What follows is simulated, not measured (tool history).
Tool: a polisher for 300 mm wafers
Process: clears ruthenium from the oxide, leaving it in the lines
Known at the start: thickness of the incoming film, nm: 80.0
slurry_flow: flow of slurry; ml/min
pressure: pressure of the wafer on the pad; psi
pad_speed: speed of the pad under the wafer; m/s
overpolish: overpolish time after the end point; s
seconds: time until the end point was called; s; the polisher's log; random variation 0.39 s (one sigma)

run	hour	slurry_flow	pressure	pad_speed	overpolish	seconds
1	0	245	2.3	0.88	38	79.402
2	8.2	220	2.3	0.88	38	79.443
3	10.2	220	2.3	0.88	41	79.846
4	12.1	220	2.3	0.88	38	78.708
5	15.8	220	2.7	0.9	38	66.916
6	17.1	195	2.7	0.9	38	66.824
7	23.9	195	3	0.94	38	58.381
8	31.6	195	3.2	0.98	38	52.347
9	36.8	195	3.3	1	38	50.403

The next listed run, before its measurement:
10	44	195	3.4	1.02	38	?

Run 10 gave seconds 48.563 s.

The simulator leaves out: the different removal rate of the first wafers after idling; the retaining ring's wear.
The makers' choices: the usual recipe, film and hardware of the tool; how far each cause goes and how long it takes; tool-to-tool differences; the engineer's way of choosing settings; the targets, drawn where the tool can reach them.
